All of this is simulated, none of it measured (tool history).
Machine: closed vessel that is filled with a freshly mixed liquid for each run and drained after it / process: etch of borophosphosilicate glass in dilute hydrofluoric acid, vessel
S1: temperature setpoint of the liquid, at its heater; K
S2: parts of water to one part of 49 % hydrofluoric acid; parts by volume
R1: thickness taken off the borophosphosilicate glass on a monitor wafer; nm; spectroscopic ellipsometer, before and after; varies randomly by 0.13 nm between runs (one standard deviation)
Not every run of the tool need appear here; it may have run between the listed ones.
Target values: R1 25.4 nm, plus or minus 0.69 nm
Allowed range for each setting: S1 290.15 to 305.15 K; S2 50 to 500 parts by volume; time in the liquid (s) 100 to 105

Run 1, hour 0: S1 297.15 K, S2 275 parts by volume, time in the liquid (s) 100. Result: R1 21.496 nm.
Run 2, hour 4: S1 297.15 K, S2 175 parts by volume, time in the liquid (s) 100. Result: R1 37.358 nm.
Run 3, hour 5.4: S1 296.15 K, S2 180 parts by volume, time in the liquid (s) 100. Result: R1 34.848 nm.
Run 4, hour 6.8: S1 294.65 K, S2 180 parts by volume, time in the liquid (s) 100. Result: R1 32.983 nm.
Run 5, hour 14.2: S1 294.65 K, S2 115 parts by volume, time in the liquid (s) 100. Result: R1 55.121 nm.
Run 6, hour 20.9: S1 293.15 K, S2 115 parts by volume, time in the liquid (s) 100. Result: R1 52.088 nm.
Run 7, hour 28.4: S1 292.65 K, S2 135 parts by volume, time in the liquid (s) 100. Result: R1 42.381 nm.
Run 8, hour 29.8: S1 290.15 K, S2 210 parts by volume, time in the liquid (s) 100. Result: R1 22.982 nm.
Run 9, hour 37.7: S1 290.65 K, S2 210 parts by volume, time in the liquid (s) 100. Result: R1 23.321 nm.
Run 10, hour 46.3: S1 291.15 K, S2 210 parts by volume, time in the liquid (s) 100. Result: R1 23.935 nm.
Run 11, hour 49.8: S1 291.65 K, S2 210 parts by volume, time in the liquid (s) 100. Result: R1 24.405 nm.

Which single option among these 4 for the next run brings every result within its allowed miss of target? Just one does.
Run A, hour 53.3: S1 290.15 K, S2 210 parts by volume, time in the liquid (s) 105. Result: R1 ?.
Run B, hour 53.3: S1 292.65 K, S2 210 parts by volume, time in the liquid (s) 100. Result: R1 ?.
Run C, hour 53.3: S1 290.15 K, S2 180 parts by volume, time in the liquid (s) 100. Result: R1 ?.
Run D, hour 53.3: S1 291.15 K, S2 195 parts by volume, time in the liquid (s) 105. Result: R1 ?.

move      R1
   A  23.818
   B  25.016
   C  27.206
   D  27.059
A: further off than the last run
B: every result lands within tolerance
C: pushes the last run's worst result past its target
D: pushes the last run's worst result past its target
The move that meets every target is B.
